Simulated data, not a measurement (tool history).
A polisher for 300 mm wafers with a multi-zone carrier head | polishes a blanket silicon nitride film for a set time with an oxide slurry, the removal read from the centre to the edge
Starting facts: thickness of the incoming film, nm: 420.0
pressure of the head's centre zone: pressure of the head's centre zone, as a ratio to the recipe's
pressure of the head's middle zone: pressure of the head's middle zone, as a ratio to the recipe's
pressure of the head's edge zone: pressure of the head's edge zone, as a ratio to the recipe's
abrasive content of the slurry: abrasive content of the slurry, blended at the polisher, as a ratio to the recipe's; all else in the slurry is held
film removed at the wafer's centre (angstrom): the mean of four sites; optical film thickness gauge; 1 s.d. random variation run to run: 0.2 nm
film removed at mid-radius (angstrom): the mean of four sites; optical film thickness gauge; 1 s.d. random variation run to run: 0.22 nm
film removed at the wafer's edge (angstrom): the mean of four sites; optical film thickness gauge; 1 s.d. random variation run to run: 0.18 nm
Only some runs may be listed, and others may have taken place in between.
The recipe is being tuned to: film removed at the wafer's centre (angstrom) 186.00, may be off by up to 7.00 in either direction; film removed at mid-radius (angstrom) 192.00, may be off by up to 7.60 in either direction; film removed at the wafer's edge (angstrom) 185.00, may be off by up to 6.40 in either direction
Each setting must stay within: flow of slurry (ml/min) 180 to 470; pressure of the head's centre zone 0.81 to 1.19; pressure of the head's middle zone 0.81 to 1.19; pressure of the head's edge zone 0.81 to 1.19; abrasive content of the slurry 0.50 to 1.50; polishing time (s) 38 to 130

run	hour	flow of slurry (ml/min)	pressure of the head's centre zone	pressure of the head's middle zone	pressure of the head's edge zone	abrasive content of the slurry	polishing time (s)	film removed at the wafer's centre (angstrom)	film removed at mid-radius (angstrom)	film removed at the wafer's edge (angstrom)
1	0.0	300	1.00	1.00	1.00	1.00	84	381.49	378.38	393.18
2	4.5	300	0.99	1.00	0.98	0.90	77	327.70	326.18	333.81
3	12.0	300	0.98	1.00	0.96	0.85	73	296.21	298.23	306.12
4	14.7	300	1.06	1.00	0.96	0.85	73	325.19	299.49	301.43
5	23.3	300	1.04	1.00	0.94	0.80	69	283.81	266.26	275.05
# hour 26.8: slurry nozzle cleaned
6	26.8	250	1.04	1.00	0.94	0.80	69	299.46	287.16	281.41
7	28.2	250	1.03	1.00	0.92	0.75	66	274.80	265.97	258.30
8	30.8	250	1.03	1.00	0.92	0.75	66	273.97	259.99	257.98
9	32.9	245	1.02	1.00	0.91	0.70	64	248.26	240.08	236.62
10	40.2	250	0.94	0.97	0.82	0.50	60	163.68	168.67	163.31
11	48.7	250	0.95	0.98	0.84	0.50	59	164.58	166.21	160.13
12	56.2	250	0.95	0.99	0.87	0.50	59	164.21	166.32	163.48
13	57.1	250	0.96	1.01	0.89	0.50	59	168.18	171.04	160.92
14	64.1	275	0.93	1.00	0.94	0.75	60	226.30	242.76	234.96
15	68.8	275	0.93	1.00	0.94	0.75	60	230.10	243.37	239.50
16	70.5	290	0.93	1.00	0.92	0.75	60	233.30	245.66	237.49
17	72.4	305	0.91	0.95	0.84	0.50	50	133.35	140.74	138.43
18	73.8	305	0.91	0.95	0.84	0.50	50	137.12	143.01	136.57
19	81.9	295	0.92	0.98	0.89	0.50	50	136.67	143.31	140.87
20	86.8	280	0.93	1.00	0.91	0.50	50	137.07	147.64	143.31
21	95.3	270	0.94	1.01	0.92	0.55	50	149.88	158.74	152.54
22	96.4	260	0.94	1.01	0.92	0.55	50	148.43	158.75	155.56
23	97.4	250	0.95	1.02	0.92	0.55	50	151.61	159.74	151.60

Which one of the following 4 next-run settings gets every result inside its allowed miss? There is exactly one.
A	98.4	275	0.95	0.81	0.98	0.50	61	?	?	?
B	98.4	220	0.96	1.00	0.87	0.50	69	?	?	?
C	98.4	280	1.15	1.00	0.96	0.65	48	?	?	?
D	98.4	185	1.04	0.95	0.95	0.75	53	?	?	?

move	film removed at the wafer's centre (angstrom)	film removed at mid-radius (angstrom)	film removed at the wafer's edge (angstrom)
A	173.69	149.73	180.19
B	192.21	195.47	188.64
C	208.54	175.98	176.02
D	215.15	194.01	204.88
A: puts the biggest miss on target and leaves a different result outside tolerance
B: every result lands within tolerance
C: nearer than the last run, and not there yet
D: takes the result that was furthest off past its target
Answer: B

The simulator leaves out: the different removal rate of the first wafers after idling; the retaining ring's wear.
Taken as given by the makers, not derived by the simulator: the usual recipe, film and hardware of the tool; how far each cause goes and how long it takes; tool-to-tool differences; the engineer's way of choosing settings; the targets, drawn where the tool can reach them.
